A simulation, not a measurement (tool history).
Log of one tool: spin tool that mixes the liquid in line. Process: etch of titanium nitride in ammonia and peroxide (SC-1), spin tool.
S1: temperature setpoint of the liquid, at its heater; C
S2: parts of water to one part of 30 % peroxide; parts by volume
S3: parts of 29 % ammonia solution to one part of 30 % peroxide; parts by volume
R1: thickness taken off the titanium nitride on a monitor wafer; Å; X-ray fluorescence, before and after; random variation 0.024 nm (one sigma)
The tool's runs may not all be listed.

Run 1, hour 0.0: S1 53.0 C, S2 16.5 parts by volume, S3 0.7 parts by volume, time under the liquid (s) 15. Result: R1 17.3480 Å.
Run 2, hour 1.3: S1 55.5 C, S2 16.5 parts by volume, S3 0.7 parts by volume, time under the liquid (s) 15. Result: R1 20.4720 Å.
Run 3, hour 7.5: S1 52.0 C, S2 16.5 parts by volume, S3 0.7 parts by volume, time under the liquid (s) 15. Result: R1 15.9810 Å.
Run 4, hour 10.3: S1 45.0 C, S2 16.5 parts by volume, S3 0.7 parts by volume, time under the liquid (s) 15. Result: R1 9.8933 Å.
Run 5, hour 15.5: S1 45.0 C, S2 16.5 parts by volume, S3 0.7 parts by volume, time under the liquid (s) 15. Result: R1 9.8119 Å.
Run 6, hour 18.4: S1 50.0 C, S2 16.5 parts by volume, S3 0.7 parts by volume, time under the liquid (s) 15. Result: R1 14.1530 Å.

The next listed run, before its measurement:
Run 7, hour 27.3: S1 53.5 C, S2 16.5 parts by volume, S3 0.7 parts by volume, time under the liquid (s) 15. Result: R1 ?.

Run 7 gave R1 17.9260 Å.

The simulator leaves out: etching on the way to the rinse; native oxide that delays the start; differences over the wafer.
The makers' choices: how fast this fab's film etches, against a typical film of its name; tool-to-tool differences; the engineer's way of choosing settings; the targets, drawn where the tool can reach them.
